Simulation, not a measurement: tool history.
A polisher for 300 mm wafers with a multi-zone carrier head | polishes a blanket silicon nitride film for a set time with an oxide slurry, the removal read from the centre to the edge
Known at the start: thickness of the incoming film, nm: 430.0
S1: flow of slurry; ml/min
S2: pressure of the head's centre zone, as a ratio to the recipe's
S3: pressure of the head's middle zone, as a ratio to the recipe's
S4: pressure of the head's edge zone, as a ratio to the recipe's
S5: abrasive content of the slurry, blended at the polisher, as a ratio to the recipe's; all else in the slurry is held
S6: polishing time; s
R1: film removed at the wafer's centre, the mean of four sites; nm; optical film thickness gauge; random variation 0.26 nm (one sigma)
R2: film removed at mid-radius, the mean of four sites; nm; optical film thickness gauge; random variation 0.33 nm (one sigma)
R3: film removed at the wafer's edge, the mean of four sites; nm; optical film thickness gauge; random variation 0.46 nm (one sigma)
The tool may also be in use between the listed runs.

run,hour,S1,S2,S3,S4,S5,S6,R1,R2,R3
1,0.0,215,1.00,1.00,1.00,1.00,84,46.730,47.477,44.857
2,8.8,215,1.00,1.00,1.00,1.20,84,52.112,53.015,51.435
3,13.7,210,1.00,0.96,0.98,1.10,84,49.431,47.638,47.103
4,21.2,210,0.95,0.96,0.98,1.10,84,47.325,48.369,47.761
5,27.1,210,0.95,0.96,0.98,1.10,95,52.607,54.931,53.982
6,35.2,210,1.01,0.96,0.98,1.10,95,56.166,55.429,53.459
7,39.9,205,1.00,0.93,0.98,1.00,94,52.038,50.036,49.248
8,43.0,200,0.99,0.90,0.98,0.90,93,46.789,44.061,46.084
9,44.0,195,0.99,0.89,0.95,0.85,93,44.581,42.334,43.659

Forecast run 10:
10,52.8,195,0.99,0.89,0.95,0.85,93,?,?,?

{"run 10": {"R1": 44.411, "R2": 41.41, "R3": 42.966}}
